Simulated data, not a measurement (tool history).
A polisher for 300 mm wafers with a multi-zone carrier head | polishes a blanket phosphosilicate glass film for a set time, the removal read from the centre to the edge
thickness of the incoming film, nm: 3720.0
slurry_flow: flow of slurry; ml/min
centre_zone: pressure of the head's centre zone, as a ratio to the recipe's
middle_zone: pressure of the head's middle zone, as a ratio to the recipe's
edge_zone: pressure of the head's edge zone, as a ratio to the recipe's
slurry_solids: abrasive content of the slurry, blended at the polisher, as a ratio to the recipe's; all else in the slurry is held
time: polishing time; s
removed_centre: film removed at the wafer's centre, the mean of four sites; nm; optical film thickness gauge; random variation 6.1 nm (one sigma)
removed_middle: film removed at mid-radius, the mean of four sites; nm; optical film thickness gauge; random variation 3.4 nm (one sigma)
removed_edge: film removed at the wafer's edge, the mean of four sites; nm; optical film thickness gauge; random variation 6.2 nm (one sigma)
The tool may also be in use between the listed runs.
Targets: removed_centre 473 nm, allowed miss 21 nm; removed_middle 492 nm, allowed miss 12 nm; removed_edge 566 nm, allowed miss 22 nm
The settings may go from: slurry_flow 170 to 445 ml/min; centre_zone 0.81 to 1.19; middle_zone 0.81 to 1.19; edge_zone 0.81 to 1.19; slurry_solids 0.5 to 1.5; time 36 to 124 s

run	hour	slurry_flow	centre_zone	middle_zone	edge_zone	slurry_solids	time	removed_centre	removed_middle	removed_edge
1	0	285	1	1	1	1	79	654.46	642.61	651.48
2	2.4	285	1	1	0.93	1	79	655.41	632.74	621.97
3	5.9	285	1	1.07	0.93	1	79	649.99	671.68	633.26
4	9.5	285	1	1.02	0.93	1	79	642.03	648.14	637.97
5	11.4	285	1.05	1.02	0.93	1	79	667.72	644.86	634.58
6	19.4	255	0.97	0.98	1.02	0.9	79	589.8	590.3	628.69
7	24	240	0.92	0.95	1	0.85	79	542.38	543.52	583.78
8	26.6	225	0.89	0.93	1.02	0.85	79	515.55	534.55	587.67
9	33.4	215	0.87	0.91	1.02	0.85	79	496.88	524.4	577.83
10	42.4	195	0.84	0.84	1.03	0.85	79	477.34	488.64	591.81

5 next moves are on the table. One of them brings every result within its allowed miss. Which?
A	51.4	175	0.97	0.88	1.01	0.95	69	?	?	?
B	51.4	170	0.81	0.82	1.04	0.9	81	?	?	?
C	51.4	250	0.84	0.87	0.99	0.75	84	?	?	?
D	51.4	175	0.86	0.83	1.11	0.6	107	?	?	?
E	51.4	265	0.89	0.86	0.95	0.85	77	?	?	?

move	removed_centre	removed_middle	removed_edge
A	501.41	468	541.82
B	473.18	500.63	623.51
C	467.1	497.9	571.45
D	488.18	490.67	624.82
E	498.14	495.81	562.88
A: takes the result that was furthest off past its target
B: further off than the last run
C: meets every target
D: further off than the last run
E: brings the result that was furthest off to its target, and leaves another outside
Answer: C
